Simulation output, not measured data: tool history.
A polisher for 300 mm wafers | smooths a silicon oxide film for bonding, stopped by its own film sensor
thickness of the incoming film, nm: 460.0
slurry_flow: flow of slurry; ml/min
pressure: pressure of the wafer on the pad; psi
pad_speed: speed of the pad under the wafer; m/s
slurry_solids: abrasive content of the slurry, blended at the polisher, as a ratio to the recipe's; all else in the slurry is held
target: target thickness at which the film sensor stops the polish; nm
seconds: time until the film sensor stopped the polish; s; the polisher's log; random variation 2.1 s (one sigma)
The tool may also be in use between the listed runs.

run 1 hour=0.0 | slurry_flow=145 pressure=2.0 pad_speed=0.86 slurry_solids=1.0 target=422 | seconds=65.297
run 2 hour=8.2 | slurry_flow=145 pressure=2.0 pad_speed=0.86 slurry_solids=1.2 target=422 | seconds=62.484
run 3 hour=15.4 | slurry_flow=145 pressure=1.8 pad_speed=0.84 slurry_solids=1.2 target=422 | seconds=70.804
run 4 hour=15.9 | slurry_flow=145 pressure=1.8 pad_speed=0.84 slurry_solids=1.2 target=426 | seconds=60.343
run 5 hour=24.1 | slurry_flow=145 pressure=1.8 pad_speed=0.84 slurry_solids=1.3 target=426 | seconds=57.219
run 6 hour=26.7 | slurry_flow=145 pressure=1.6 pad_speed=0.78 slurry_solids=1.3 target=426 | seconds=69.543
run 7 hour=27.3 | slurry_flow=145 pressure=1.5 pad_speed=0.76 slurry_solids=1.3 target=426 | seconds=73.774
run 8 hour=30.9 | slurry_flow=145 pressure=1.4 pad_speed=0.74 slurry_solids=1.3 target=426 | seconds=77.530

Run 9 comes next. What will it give?
run 9 hour=39.4 | slurry_flow=145 pressure=1.3 pad_speed=0.72 slurry_solids=1.3 target=426 | seconds=?

{"run 9": {"seconds": 90.72}}

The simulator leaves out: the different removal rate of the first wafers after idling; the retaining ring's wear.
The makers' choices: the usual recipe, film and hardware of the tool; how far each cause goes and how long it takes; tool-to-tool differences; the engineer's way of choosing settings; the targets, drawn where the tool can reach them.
